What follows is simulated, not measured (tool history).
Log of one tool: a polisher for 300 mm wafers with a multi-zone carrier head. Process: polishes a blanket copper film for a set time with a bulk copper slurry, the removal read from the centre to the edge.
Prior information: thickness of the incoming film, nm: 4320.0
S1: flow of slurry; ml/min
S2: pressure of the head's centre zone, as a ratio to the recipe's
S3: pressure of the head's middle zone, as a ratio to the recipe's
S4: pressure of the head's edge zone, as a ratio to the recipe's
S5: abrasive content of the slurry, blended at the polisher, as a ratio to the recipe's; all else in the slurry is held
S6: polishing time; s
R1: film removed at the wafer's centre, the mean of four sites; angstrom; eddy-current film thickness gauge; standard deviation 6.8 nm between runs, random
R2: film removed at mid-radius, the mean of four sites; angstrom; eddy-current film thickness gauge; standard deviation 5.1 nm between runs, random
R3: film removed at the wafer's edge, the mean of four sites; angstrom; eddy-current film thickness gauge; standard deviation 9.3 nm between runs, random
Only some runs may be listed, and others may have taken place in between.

run 1 hour=0 | S1=210 S2=1 S3=1 S4=1 S5=1 S6=50 | R1=6821.5 R2=7010.5 R3=6906.7
run 2 hour=5.1 | S1=200 S2=0.97 S3=1.01 S4=0.98 S5=0.95 S6=50 | R1=6353.9 R2=7020 R3=6764.2
run 3 hour=10.6 | S1=195 S2=0.96 S3=1.01 S4=0.96 S5=0.9 S6=50 | R1=6329.2 R2=6837.8 R3=6576.9
run 4 hour=18.9 | S1=195 S2=0.91 S3=1.01 S4=0.96 S5=0.9 S6=50 | R1=5899.6 R2=6880 R3=6479.4
run 5 hour=23.4 | S1=195 S2=0.91 S3=0.93 S4=0.96 S5=0.9 S6=50 | R1=5911.7 R2=6418.2 R3=6329.4
run 6 hour=24.9 | S1=165 S2=0.91 S3=0.93 S4=0.96 S5=0.9 S6=50 | R1=5812.1 R2=6308.5 R3=6436.5
run 7 hour=31.8 | S1=175 S2=0.9 S3=0.94 S4=0.95 S5=0.9 S6=50 | R1=5667.4 R2=6320.5 R3=6235.9
run 8 hour=35.3 | S1=185 S2=0.89 S3=0.95 S4=0.94 S5=0.9 S6=50 | R1=5725.9 R2=6486.2 R3=6502.1
run 9 hour=43.1 | S1=185 S2=0.89 S3=0.95 S4=0.94 S5=0.9 S6=50 | R1=5701.4 R2=6443.9 R3=6622.8

Forecast run 10:
run 10 hour=45.1 | S1=185 S2=0.89 S3=0.96 S4=0.96 S5=0.85 S6=50 | R1=? R2=? R3=?

R1: 5511.1 angstrom
R2: 6434.2 angstrom
R3: 6438.1 angstrom

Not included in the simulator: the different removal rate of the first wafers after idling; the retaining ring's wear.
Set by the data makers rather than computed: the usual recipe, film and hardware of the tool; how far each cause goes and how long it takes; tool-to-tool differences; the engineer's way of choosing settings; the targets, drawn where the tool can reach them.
